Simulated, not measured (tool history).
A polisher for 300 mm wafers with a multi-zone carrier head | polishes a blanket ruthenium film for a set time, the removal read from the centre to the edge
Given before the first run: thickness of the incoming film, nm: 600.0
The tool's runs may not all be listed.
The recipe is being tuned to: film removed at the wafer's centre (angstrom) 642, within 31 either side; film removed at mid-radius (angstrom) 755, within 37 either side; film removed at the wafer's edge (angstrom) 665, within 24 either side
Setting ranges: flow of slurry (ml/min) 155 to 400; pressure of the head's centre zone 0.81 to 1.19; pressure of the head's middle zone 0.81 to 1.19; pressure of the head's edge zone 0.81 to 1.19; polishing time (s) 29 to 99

run	hour	flow of slurry (ml/min)	pressure of the head's centre zone	pressure of the head's middle zone	pressure of the head's edge zone	polishing time (s)	film removed at the wafer's centre (angstrom)	film removed at mid-radius (angstrom)	film removed at the wafer's edge (angstrom)
1	0	255	1	1	1	64	819.46	812.57	824.38
2	1.6	255	0.98	1.02	0.97	62	787.82	798.67	788.83
3	3.7	255	0.95	1.04	0.95	60	738.97	780.03	747.33
4	12.2	280	0.95	1.04	0.95	60	740.95	810.8	740.72
5	16.1	280	0.95	1.11	0.95	60	743.33	818.1	736.78
6	21.6	275	0.93	1.11	0.94	59	722.71	825.5	721.74
7	23.5	265	0.87	1.05	0.92	54	621.41	716.58	653.4
8	26.1	270	0.87	1.06	0.92	54	618.54	714.61	660.62

Exercise: of the 5 proposed moves below, exactly one satisfies all targets within the stated allowed misses. Which move is it?
A	28.7	190	1.03	1.09	1.05	50	?	?	?
B	28.7	225	0.88	0.94	0.85	57	?	?	?
C	28.7	225	0.89	1.1	0.89	56	?	?	?
D	28.7	270	0.98	1.03	0.95	54	?	?	?
E	28.7	335	0.88	0.96	0.98	54	?	?	?

move	film removed at the wafer's centre (angstrom)	film removed at mid-radius (angstrom)	film removed at the wafer's edge (angstrom)
A	664.92	654.2	644.93
B	663.15	666.87	673.25
C	659.1	748.32	673.9
D	704.74	690.8	676.96
E	647.76	660.83	695.34
A: further off than the last run
B: further off than the last run
C: meets every target
D: further off than the last run
E: further off than the last run
Go with C: it meets all targets.
